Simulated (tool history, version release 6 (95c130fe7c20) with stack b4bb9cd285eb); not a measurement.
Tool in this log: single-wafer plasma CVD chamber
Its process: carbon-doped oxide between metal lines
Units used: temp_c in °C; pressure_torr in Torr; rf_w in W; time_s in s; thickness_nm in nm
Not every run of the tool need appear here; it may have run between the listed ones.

run,hour,temp_c,pressure_torr,rf_w,time_s,thickness_nm
1,0.0,340,5.33,445,10.25,52.199
2,6.5,340,5.33,475,10.25,53.675
3,12.8,343,5.06,470,10.25,52.560
4,17.5,346,4.83,470,10.25,51.970
5,18.8,346,4.83,445,10.25,50.204
6,26.6,348,4.71,445,10.25,49.694
7,34.8,350,4.61,445,10.25,49.271
8,43.2,352,4.52,445,10.25,48.939
9,44.9,353,4.42,445,10.25,48.836
10,48.5,354,4.31,445,10.25,48.372
11,52.2,355,4.24,445,10.25,48.228
12,60.6,356,4.17,445,10.25,48.030

Run 13, settings as shown, results not yet in. Your forecast:
13,67.2,357,4.11,445,10.25,?

{"run 13": {"thickness_nm": 47.7}}

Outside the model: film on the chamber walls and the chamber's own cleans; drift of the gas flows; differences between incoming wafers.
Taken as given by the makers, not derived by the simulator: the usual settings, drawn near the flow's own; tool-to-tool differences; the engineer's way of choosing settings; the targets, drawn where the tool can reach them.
